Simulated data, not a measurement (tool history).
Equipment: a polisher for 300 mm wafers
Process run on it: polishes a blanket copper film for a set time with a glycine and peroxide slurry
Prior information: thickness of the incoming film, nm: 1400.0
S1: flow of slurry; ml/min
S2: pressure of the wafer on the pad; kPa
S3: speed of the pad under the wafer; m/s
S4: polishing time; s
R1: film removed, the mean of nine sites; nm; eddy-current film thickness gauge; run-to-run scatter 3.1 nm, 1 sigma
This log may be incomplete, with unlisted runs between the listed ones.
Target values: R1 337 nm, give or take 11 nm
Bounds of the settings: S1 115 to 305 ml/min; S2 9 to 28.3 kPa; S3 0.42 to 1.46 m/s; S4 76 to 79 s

run	day	S1	S2	S3	S4	R1
1	0	195	18.6	0.94	76	452.18
2	0.121	195	22.8	0.94	76	532
3	0.279	190	19.3	0.92	76	459.9
4	0.404	190	19.3	0.92	79	472.86
5	0.562	190	23.4	0.92	79	549.8
6	0.725	180	19.3	0.9	79	463.97
7	0.762	175	16.5	0.9	79	414.31
8	0.85	170	15.2	0.9	79	394.11
9	0.942	165	13.8	0.9	79	363.53

Exactly one of the 4 candidate moves below puts every result within its allowed miss. Which one?
A	1.033	115	14.5	0.88	76	?
B	1.033	180	15.2	0.86	78	?
C	1.033	145	18.6	0.8	76	?
D	1.033	155	14.5	0.88	79	?

move	R1
A	337.58
B	371.73
C	384.41
D	364.89
A: in spec on every target
B: further off than the last run
C: further off than the last run
D: further off than the last run
The right move is A.
